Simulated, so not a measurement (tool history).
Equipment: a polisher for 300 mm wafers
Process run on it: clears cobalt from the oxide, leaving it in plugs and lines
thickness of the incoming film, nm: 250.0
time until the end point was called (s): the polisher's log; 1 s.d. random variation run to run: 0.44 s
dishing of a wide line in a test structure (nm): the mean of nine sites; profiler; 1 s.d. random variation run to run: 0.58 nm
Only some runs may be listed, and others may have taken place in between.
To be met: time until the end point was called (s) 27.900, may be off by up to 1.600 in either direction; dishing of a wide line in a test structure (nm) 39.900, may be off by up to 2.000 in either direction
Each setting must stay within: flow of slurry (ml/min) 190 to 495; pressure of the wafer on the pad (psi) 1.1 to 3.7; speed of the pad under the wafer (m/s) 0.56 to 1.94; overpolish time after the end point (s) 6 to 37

run,hour,flow of slurry (ml/min),pressure of the wafer on the pad (psi),speed of the pad under the wafer (m/s),overpolish time after the end point (s),time until the end point was called (s),dishing of a wide line in a test structure (nm)
1,0.0,320,2.4,1.24,19,28.948,73.153
2,7.5,320,2.4,1.24,23,29.736,75.462
3,10.8,315,2.3,1.24,20,30.891,74.082
4,14.2,315,2.1,1.24,20,32.814,68.986
5,16.5,350,1.9,1.32,17,34.528,67.469
6,20.1,350,1.9,1.32,10,34.373,50.656
7,28.2,320,2.1,1.24,9,33.276,46.580
8,32.1,305,2.2,1.24,8,31.110,44.491
9,38.1,295,2.2,1.24,8,31.625,44.433
10,39.1,285,2.3,1.24,8,30.256,45.632
11,40.2,265,2.4,1.22,8,29.545,46.565
12,41.4,255,2.6,1.14,8,30.526,47.664
13,48.0,240,2.5,1.20,8,29.501,47.062
14,50.8,230,2.4,1.26,8,29.405,46.830
15,51.6,230,2.4,1.26,8,29.298,46.322
16,55.0,220,2.3,1.32,8,30.597,47.265
17,61.6,270,2.4,1.24,8,29.659,46.823
18,69.9,255,2.5,1.18,8,30.289,45.870

Pick the move, out of 4, that brings all results within their allowed miss; only one does.
A,78.2,295,2.8,1.14,10,?,?
B,78.2,260,2.6,1.40,6,?,?
C,78.2,285,2.8,1.14,7,?,?
D,78.2,190,2.9,1.12,6,?,?

move,time until the end point was called (s),dishing of a wide line in a test structure (nm)
A,27.731,56.449
B,24.755,44.144
C,27.830,45.277
D,28.899,39.630
A: misses by more than the last run did
B: an improvement on the last run, though not all results are within tolerance
C: an improvement on the last run, though not all results are within tolerance
D: meets every target
Move D is the one to make.
